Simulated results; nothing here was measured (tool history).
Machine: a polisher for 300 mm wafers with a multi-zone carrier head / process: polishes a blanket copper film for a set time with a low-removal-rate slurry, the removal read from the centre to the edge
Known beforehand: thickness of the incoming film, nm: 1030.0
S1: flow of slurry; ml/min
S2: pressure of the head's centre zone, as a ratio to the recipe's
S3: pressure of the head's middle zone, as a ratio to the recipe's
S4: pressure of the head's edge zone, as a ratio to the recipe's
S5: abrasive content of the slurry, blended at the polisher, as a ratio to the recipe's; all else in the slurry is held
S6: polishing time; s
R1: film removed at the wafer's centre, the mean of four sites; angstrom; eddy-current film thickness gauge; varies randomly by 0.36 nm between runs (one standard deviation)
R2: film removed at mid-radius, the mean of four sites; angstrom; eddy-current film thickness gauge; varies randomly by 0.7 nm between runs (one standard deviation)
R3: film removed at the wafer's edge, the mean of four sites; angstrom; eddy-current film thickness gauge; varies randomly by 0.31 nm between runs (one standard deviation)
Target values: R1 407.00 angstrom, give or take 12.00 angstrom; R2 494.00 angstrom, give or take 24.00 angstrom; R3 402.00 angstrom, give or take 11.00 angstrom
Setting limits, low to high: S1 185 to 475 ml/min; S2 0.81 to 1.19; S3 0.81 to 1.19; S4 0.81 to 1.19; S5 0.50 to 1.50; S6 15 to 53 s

| run | hour | S1 | S2 | S3 | S4 | S5 | S6 | R1 | R2 | R3 |
|---|---|---|---|---|---|---|---|---|---|---|
| 1 | 0.0 | 305 | 1.00 | 1.00 | 1.00 | 1.00 | 34 | 755.45 | 746.33 | 755.14 |
| 2 | 3.1 | 305 | 0.98 | 1.04 | 0.96 | 0.85 | 30 | 628.56 | 687.74 | 630.80 |
| 3 | 4.6 | 305 | 0.98 | 1.04 | 0.96 | 0.70 | 30 | 627.10 | 656.78 | 619.39 |
| 4 | 10.8 | 305 | 0.96 | 1.05 | 0.92 | 0.65 | 27 | 533.58 | 579.10 | 548.07 |
| 5 | 12.1 | 305 | 0.96 | 1.05 | 1.00 | 0.65 | 27 | 541.93 | 586.60 | 567.35 |
| 6 | 14.1 | 305 | 0.96 | 1.05 | 1.08 | 0.65 | 27 | 535.91 | 579.53 | 578.26 |
| 7 | 17.1 | 310 | 0.97 | 1.09 | 1.03 | 0.60 | 24 | 480.94 | 537.89 | 499.51 |
| 8 | 24.2 | 310 | 0.97 | 1.11 | 1.01 | 0.55 | 23 | 458.44 | 512.46 | 468.55 |
| 9 | 29.9 | 310 | 0.97 | 1.13 | 0.98 | 0.55 | 22 | 439.79 | 489.56 | 446.95 |
| 10 | 35.4 | 335 | 0.96 | 1.15 | 0.93 | 0.55 | 22 | 438.57 | 505.07 | 437.73 |
| 11 | 39.7 | 335 | 0.95 | 1.16 | 0.90 | 0.55 | 22 | 427.26 | 511.93 | 431.79 |
| 12 | 42.3 | 330 | 0.95 | 1.17 | 0.88 | 0.55 | 22 | 431.44 | 532.35 | 423.34 |
| 13 | 46.7 | 330 | 0.95 | 1.16 | 0.88 | 0.55 | 22 | 422.44 | 508.99 | 427.40 |
| 14 | 53.3 | 325 | 0.95 | 1.17 | 0.87 | 0.55 | 22 | 426.84 | 521.39 | 422.46 |
| 15 | 56.4 | 325 | 0.95 | 1.17 | 0.86 | 0.55 | 22 | 431.02 | 520.53 | 416.16 |
| 16 | 61.9 | 320 | 0.94 | 1.16 | 0.85 | 0.55 | 22 | 423.18 | 518.13 | 414.63 |

Which one of the following 4 next-run settings gets every result inside its allowed miss? There is exactly one.
| A | 67.4 | 315 | 0.91 | 1.14 | 0.83 | 0.70 | 20 | ? | ? | ? |
| B | 67.4 | 295 | 0.97 | 1.19 | 0.91 | 0.50 | 21 | ? | ? | ? |
| C | 67.4 | 250 | 1.06 | 1.12 | 0.81 | 0.85 | 21 | ? | ? | ? |
| D | 67.4 | 390 | 0.85 | 1.12 | 0.90 | 0.55 | 22 | ? | ? | ? |

| move | R1 | R2 | R3 |
|---|---|---|---|
| A | 382.47 | 472.20 | 386.43 |
| B | 408.16 | 490.34 | 403.62 |
| C | 466.72 | 487.77 | 403.98 |
| D | 389.26 | 506.22 | 434.37 |
A: the result that was furthest off in the last run now lies on the other side of its target
B: all results land within tolerance of their targets
C: lands further from the targets than the last run did
D: the result that was furthest off in the last run now lies on the other side of its target
So the answer is move B, the one that meets all the targets.

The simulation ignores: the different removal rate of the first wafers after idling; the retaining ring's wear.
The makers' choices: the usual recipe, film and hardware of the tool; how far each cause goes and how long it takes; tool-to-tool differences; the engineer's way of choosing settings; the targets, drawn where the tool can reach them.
